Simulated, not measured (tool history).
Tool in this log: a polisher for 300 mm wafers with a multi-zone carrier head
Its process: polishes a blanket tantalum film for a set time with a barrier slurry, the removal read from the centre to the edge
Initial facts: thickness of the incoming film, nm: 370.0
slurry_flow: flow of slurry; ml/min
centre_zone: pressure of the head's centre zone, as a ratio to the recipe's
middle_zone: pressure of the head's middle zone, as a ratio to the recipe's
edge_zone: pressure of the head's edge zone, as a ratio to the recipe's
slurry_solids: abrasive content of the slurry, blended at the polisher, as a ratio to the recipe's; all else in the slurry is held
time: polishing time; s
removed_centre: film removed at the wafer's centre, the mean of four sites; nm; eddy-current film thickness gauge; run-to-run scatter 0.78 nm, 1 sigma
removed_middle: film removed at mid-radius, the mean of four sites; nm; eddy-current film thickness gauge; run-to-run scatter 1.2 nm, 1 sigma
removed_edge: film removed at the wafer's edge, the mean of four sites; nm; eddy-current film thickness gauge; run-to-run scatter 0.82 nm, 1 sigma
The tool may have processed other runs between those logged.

run,hour,slurry_flow,centre_zone,middle_zone,edge_zone,slurry_solids,time,removed_centre,removed_middle,removed_edge
1,0.0,265,1.00,1.00,1.00,1.00,58,62.620,68.450,71.352
2,4.4,315,1.00,1.00,1.00,1.00,58,64.582,69.511,73.259
3,9.9,315,1.05,1.00,1.00,1.00,58,68.323,70.302,73.943
4,15.6,315,1.05,1.00,1.00,1.00,52,62.268,62.452,65.616
5,22.0,315,1.05,1.06,1.00,1.00,52,61.151,66.673,66.453
6,30.1,315,1.05,1.06,1.00,1.15,52,64.187,68.890,67.220

The next listed run, before its measurement:
# hour 39.0: centre zone pressure recalibrated
7,39.0,315,1.03,1.06,1.02,1.20,53,?,?,?

Run 7 produced removed_centre 68.324 nm, removed_middle 71.072 nm, removed_edge 70.203 nm.
